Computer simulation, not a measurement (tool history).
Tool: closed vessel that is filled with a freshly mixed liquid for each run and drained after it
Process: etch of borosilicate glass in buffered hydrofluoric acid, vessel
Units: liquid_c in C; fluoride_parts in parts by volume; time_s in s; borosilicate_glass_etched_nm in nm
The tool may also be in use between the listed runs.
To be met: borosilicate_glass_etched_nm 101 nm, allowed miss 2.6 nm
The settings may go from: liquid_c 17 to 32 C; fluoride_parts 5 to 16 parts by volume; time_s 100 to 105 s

Run 1, day 0: liquid_c 25 C, fluoride_parts 9.5 parts by volume, time_s 100 s. Result: borosilicate_glass_etched_nm 133.12 nm.
Run 2, day 0.346: liquid_c 24.5 C, fluoride_parts 9.5 parts by volume, time_s 100 s. Result: borosilicate_glass_etched_nm 128.14 nm.
Run 3, day 0.729: liquid_c 24 C, fluoride_parts 9.5 parts by volume, time_s 100 s. Result: borosilicate_glass_etched_nm 125.53 nm.
Run 4, day 0.779: liquid_c 27 C, fluoride_parts 9.5 parts by volume, time_s 100 s. Result: borosilicate_glass_etched_nm 147.42 nm.
Run 5, day 1.146: liquid_c 28.5 C, fluoride_parts 9.5 parts by volume, time_s 100 s. Result: borosilicate_glass_etched_nm 157.26 nm.
Run 6, day 1.208: liquid_c 27.5 C, fluoride_parts 9.5 parts by volume, time_s 100 s. Result: borosilicate_glass_etched_nm 150.65 nm.
Run 7, day 1.558: liquid_c 26.5 C, fluoride_parts 9.5 parts by volume, time_s 100 s. Result: borosilicate_glass_etched_nm 141.62 nm.
Run 8, day 1.662: liquid_c 25.5 C, fluoride_parts 9.5 parts by volume, time_s 100 s. Result: borosilicate_glass_etched_nm 134.45 nm.
Run 9, day 1.942: liquid_c 25 C, fluoride_parts 9.5 parts by volume, time_s 100 s. Result: borosilicate_glass_etched_nm 131.8 nm.
Run 10, day 1.988: liquid_c 24.5 C, fluoride_parts 9.5 parts by volume, time_s 100 s. Result: borosilicate_glass_etched_nm 128.26 nm.
Run 11, day 2.225: liquid_c 24 C, fluoride_parts 9.5 parts by volume, time_s 100 s. Result: borosilicate_glass_etched_nm 125.5 nm.

5 next moves are on the table. One of them brings every result within its allowed miss. Which?
Run A, day 2.462: liquid_c 22.5 C, fluoride_parts 11 parts by volume, time_s 100 s. Result: borosilicate_glass_etched_nm ?.
Run B, day 2.462: liquid_c 23 C, fluoride_parts 10.5 parts by volume, time_s 100 s. Result: borosilicate_glass_etched_nm ?.
Run C, day 2.462: liquid_c 22 C, fluoride_parts 10 parts by volume, time_s 100 s. Result: borosilicate_glass_etched_nm ?.
Run D, day 2.462: liquid_c 19.5 C, fluoride_parts 9 parts by volume, time_s 105 s. Result: borosilicate_glass_etched_nm ?.
Run E, day 2.462: liquid_c 22 C, fluoride_parts 10.5 parts by volume, time_s 105 s. Result: borosilicate_glass_etched_nm ?.

move  borosilicate_glass_etched_nm
   A                        98.604
   B                        106.06
   C                        105.45
   D                        106.05
   E                        105.51
A: meets every target
B: nearer than the last run, and not there yet
C: nearer than the last run, and not there yet
D: nearer than the last run, and not there yet
E: nearer than the last run, and not there yet
The right move is A.

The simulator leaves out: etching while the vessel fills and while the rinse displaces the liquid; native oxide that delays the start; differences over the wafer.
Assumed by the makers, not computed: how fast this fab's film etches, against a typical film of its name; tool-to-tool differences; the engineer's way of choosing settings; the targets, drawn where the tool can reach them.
